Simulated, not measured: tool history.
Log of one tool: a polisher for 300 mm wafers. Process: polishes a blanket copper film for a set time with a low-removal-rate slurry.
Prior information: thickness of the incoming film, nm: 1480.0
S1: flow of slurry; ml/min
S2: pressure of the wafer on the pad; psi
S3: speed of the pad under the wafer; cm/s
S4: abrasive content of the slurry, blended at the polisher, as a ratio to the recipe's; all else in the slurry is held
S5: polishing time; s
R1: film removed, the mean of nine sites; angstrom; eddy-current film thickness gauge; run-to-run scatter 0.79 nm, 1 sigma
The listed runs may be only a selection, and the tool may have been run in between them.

run  hour   S1   S2   S3  S4  S5      R1
  1     0  320  3.5  114   1  48  2266.5
  2   1.1  320  3.3  110   1  48  2088.5
  3   4.4  320  3.1  106   1  48  1903.6
  4   6.6  395  3.1  106   1  48  1953.3
  5    12  395  2.9  102   1  48    1779
  6  14.5  395  2.7   98   1  48  1615.6

The next listed run, before its measurement:
  7  20.5  395  2.6  96   1  48   ?

For run 7 the tool returned R1 1536.8 angstrom.
